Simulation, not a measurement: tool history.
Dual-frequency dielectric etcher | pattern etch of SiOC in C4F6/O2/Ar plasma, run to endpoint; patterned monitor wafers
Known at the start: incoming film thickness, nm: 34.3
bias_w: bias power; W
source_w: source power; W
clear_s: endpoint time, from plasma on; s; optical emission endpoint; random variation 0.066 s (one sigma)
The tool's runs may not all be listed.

run 1 hour=0.0 | bias_w=497 source_w=270 | clear_s=12.810
run 2 hour=3.1 | bias_w=566 source_w=270 | clear_s=12.184
run 3 hour=10.2 | bias_w=512 source_w=260 | clear_s=12.914
run 4 hour=15.3 | bias_w=475 source_w=260 | clear_s=13.247
run 5 hour=17.3 | bias_w=445 source_w=260 | clear_s=13.626
run 6 hour=20.0 | bias_w=424 source_w=260 | clear_s=13.969
run 7 hour=20.9 | bias_w=410 source_w=260 | clear_s=14.253

Forecast run 8:
run 8 hour=29.3 | bias_w=402 source_w=260 | clear_s=?

clear_s: 14.436 s
